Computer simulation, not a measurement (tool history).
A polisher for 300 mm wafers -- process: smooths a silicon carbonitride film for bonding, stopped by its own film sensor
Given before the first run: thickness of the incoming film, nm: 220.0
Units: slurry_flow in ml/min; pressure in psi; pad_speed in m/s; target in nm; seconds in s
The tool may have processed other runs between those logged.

| run | day | slurry_flow | pressure | pad_speed | slurry_solids | target | seconds |
|---|---|---|---|---|---|---|---|
| 1 | 0.000 | 275 | 2.8 | 0.76 | 1.0 | 164 | 229.93 |
| 2 | 0.275 | 220 | 2.8 | 0.76 | 1.0 | 164 | 234.13 |
| 3 | 0.438 | 220 | 2.6 | 0.74 | 1.0 | 164 | 255.39 |
| 4 | 0.662 | 220 | 2.1 | 0.74 | 1.0 | 164 | 294.99 |
| 5 | 0.908 | 220 | 2.1 | 0.84 | 1.0 | 164 | 268.58 |
| 6 | 1.279 | 220 | 2.0 | 0.80 | 1.0 | 164 | 280.12 |

For run 7, what comes out?
| 7 | 1.546 | 220 | 1.9 | 0.76 | 1.0 | 164 | ? |

Run 7 produced seconds 300.33 s.
